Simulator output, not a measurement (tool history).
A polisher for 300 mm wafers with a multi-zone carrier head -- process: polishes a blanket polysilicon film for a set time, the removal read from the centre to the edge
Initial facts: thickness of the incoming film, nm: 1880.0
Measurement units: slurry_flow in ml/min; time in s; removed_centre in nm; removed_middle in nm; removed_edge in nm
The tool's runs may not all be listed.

run	hour	slurry_flow	centre_zone	middle_zone	edge_zone	time	removed_centre	removed_middle	removed_edge
1	0	300	1	1	1	32	317.82	309.99	316.31
2	1.9	300	0.96	1	1	32	302.58	315.58	314.75
3	4.6	300	0.96	0.92	1	32	306.21	301.08	320.39
4	12.4	295	0.97	0.91	0.96	30	291.82	271.23	286.62
5	13.8	295	0.97	0.91	1.02	30	286.55	272.08	298.45
6	17	280	0.95	0.89	0.97	29	273.98	260.38	279.82

Run 7 comes next. What will it give?
7	25.7	270	0.94	0.88	0.93	28	?	?	?

Logged for run 7: removed_centre 265.19 nm, removed_middle 245.86 nm, removed_edge 266.85 nm.
